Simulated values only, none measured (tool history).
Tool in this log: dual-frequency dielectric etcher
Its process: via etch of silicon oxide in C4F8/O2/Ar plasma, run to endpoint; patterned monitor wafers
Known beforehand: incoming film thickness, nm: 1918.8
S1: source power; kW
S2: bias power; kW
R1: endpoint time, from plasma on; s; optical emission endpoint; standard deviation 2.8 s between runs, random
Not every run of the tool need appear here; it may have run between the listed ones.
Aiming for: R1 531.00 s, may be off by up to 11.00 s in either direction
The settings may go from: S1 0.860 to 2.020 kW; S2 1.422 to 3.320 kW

run  hour     S1     S2      R1
  1   0.0  1.440  2.371  467.81
  2   7.4  1.310  2.320  483.03
  3  15.3  1.200  2.262  491.80
  4  17.9  1.110  2.157  511.98
  5  25.3  1.110  2.330  507.85
  6  31.9  1.200  2.330  488.54
     34.9  -- source power generator calibrated
  7  34.9  1.110  2.257  507.75
  8  38.0  1.060  2.230  512.48
  9  41.1  1.020  2.204  517.49

Which single option among these 4 for the next run brings every result within its allowed miss of target? Just one does.
  A  44.2  1.370  1.942   ?
  B  44.2  0.880  2.468   ?
  C  44.2  1.080  2.392   ?
  D  44.2  0.890  2.147   ?

move      R1
   A  506.01
   B  517.81
   C  501.94
   D  538.73
A: moves away from the targets compared with the last run
B: about the same distance from the targets as the last run
C: moves away from the targets compared with the last run
D: all results land within tolerance of their targets
So the answer is move D, the one that meets all the targets.

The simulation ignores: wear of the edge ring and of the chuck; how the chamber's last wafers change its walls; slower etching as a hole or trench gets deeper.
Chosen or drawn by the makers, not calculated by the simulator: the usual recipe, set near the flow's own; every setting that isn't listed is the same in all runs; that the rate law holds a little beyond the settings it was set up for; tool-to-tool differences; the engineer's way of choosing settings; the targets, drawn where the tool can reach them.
